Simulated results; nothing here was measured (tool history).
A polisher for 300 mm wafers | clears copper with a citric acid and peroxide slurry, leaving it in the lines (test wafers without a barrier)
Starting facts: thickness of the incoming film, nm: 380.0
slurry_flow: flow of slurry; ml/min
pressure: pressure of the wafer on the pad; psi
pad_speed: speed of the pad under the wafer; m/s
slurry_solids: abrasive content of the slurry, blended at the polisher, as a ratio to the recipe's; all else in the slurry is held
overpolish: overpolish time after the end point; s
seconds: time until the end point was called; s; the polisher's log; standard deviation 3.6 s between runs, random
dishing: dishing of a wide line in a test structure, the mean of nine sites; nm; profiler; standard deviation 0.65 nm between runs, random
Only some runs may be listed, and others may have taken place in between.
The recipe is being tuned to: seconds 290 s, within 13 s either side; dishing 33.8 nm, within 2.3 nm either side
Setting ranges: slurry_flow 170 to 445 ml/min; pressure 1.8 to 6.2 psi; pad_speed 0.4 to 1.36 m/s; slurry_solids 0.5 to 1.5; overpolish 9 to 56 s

Run 1, hour 0: slurry_flow 285 ml/min, pressure 4 psi, pad_speed 0.88 m/s, slurry_solids 1, overpolish 29 s. Result: seconds 134.48 s, dishing 46.249 nm.
Run 2, hour 7.4: slurry_flow 285 ml/min, pressure 4.5 psi, pad_speed 0.88 m/s, slurry_solids 1, overpolish 29 s. Result: seconds 116.89 s, dishing 50.161 nm.
Run 3, hour 11.6: slurry_flow 285 ml/min, pressure 3.6 psi, pad_speed 0.88 m/s, slurry_solids 1, overpolish 29 s. Result: seconds 146.8 s, dishing 42.888 nm.
Run 4, hour 19.9: slurry_flow 285 ml/min, pressure 3.6 psi, pad_speed 0.88 m/s, slurry_solids 1, overpolish 22 s. Result: seconds 148.39 s, dishing 33.17 nm.
Run 5, hour 23.7: slurry_flow 285 ml/min, pressure 3.3 psi, pad_speed 0.84 m/s, slurry_solids 1, overpolish 25 s. Result: seconds 165.4 s, dishing 33.374 nm.
Run 6, hour 26.3: slurry_flow 285 ml/min, pressure 3 psi, pad_speed 0.8 m/s, slurry_solids 1, overpolish 28 s. Result: seconds 187.06 s, dishing 33.401 nm.
Run 7, hour 29.7: slurry_flow 285 ml/min, pressure 2.8 psi, pad_speed 0.78 m/s, slurry_solids 1, overpolish 30 s. Result: seconds 208.73 s, dishing 31.899 nm.
Run 8, hour 38.7: slurry_flow 285 ml/min, pressure 2.6 psi, pad_speed 0.78 m/s, slurry_solids 1, overpolish 32 s. Result: seconds 221.75 s, dishing 32.468 nm.
Run 9, hour 45.6: slurry_flow 285 ml/min, pressure 2.4 psi, pad_speed 0.78 m/s, slurry_solids 1, overpolish 34 s. Result: seconds 234.3 s, dishing 32.687 nm.
Run 10, hour 49.8: slurry_flow 285 ml/min, pressure 2.3 psi, pad_speed 0.78 m/s, slurry_solids 1, overpolish 35 s. Result: seconds 243.43 s, dishing 30.261 nm.
Run 11, hour 51.5: slurry_flow 285 ml/min, pressure 2.2 psi, pad_speed 0.78 m/s, slurry_solids 1, overpolish 37 s. Result: seconds 249.45 s, dishing 31.542 nm.
Run 12, hour 55.1: slurry_flow 285 ml/min, pressure 2.1 psi, pad_speed 0.78 m/s, slurry_solids 1, overpolish 39 s. Result: seconds 268.43 s, dishing 32.882 nm.
Run 13, hour 57.4: slurry_flow 285 ml/min, pressure 2.1 psi, pad_speed 0.78 m/s, slurry_solids 1, overpolish 39 s. Result: seconds 274.27 s, dishing 32.484 nm.
Run 14, hour 64.7: slurry_flow 285 ml/min, pressure 2.1 psi, pad_speed 0.78 m/s, slurry_solids 1, overpolish 40 s. Result: seconds 269.04 s, dishing 31.055 nm.
Run 15, hour 66: slurry_flow 285 ml/min, pressure 2.1 psi, pad_speed 0.78 m/s, slurry_solids 1, overpolish 41 s. Result: seconds 262.28 s, dishing 32.935 nm.

5 next moves are on the table. One of them brings every result within its allowed miss. Which?
Run A, hour 67.3: slurry_flow 245 ml/min, pressure 2.5 psi, pad_speed 0.8 m/s, slurry_solids 0.85, overpolish 32 s. Result: seconds ?, dishing ?.
Run B, hour 67.3: slurry_flow 330 ml/min, pressure 2.3 psi, pad_speed 0.72 m/s, slurry_solids 1, overpolish 36 s. Result: seconds ?, dishing ?.
Run C, hour 67.3: slurry_flow 425 ml/min, pressure 2.2 psi, pad_speed 0.66 m/s, slurry_solids 0.85, overpolish 45 s. Result: seconds ?, dishing ?.
Run D, hour 67.3: slurry_flow 260 ml/min, pressure 2.1 psi, pad_speed 0.88 m/s, slurry_solids 1, overpolish 40 s. Result: seconds ?, dishing ?.
Run E, hour 67.3: slurry_flow 330 ml/min, pressure 2 psi, pad_speed 0.62 m/s, slurry_solids 0.95, overpolish 44 s. Result: seconds ?, dishing ?.

move  seconds  dishing
   A   231.13   29.877
   B   252.03   30.602
   C   281.07   33.721
   D   245.96   34.053
   E   318.78   29.515
A: the biggest miss grows against the last run
B: the biggest miss grows against the last run
C: hits every target within its allowed miss
D: the biggest miss grows against the last run
E: moves the result that the last run missed by most past its target, out the other side
C is the move that brings every result within its allowed miss.
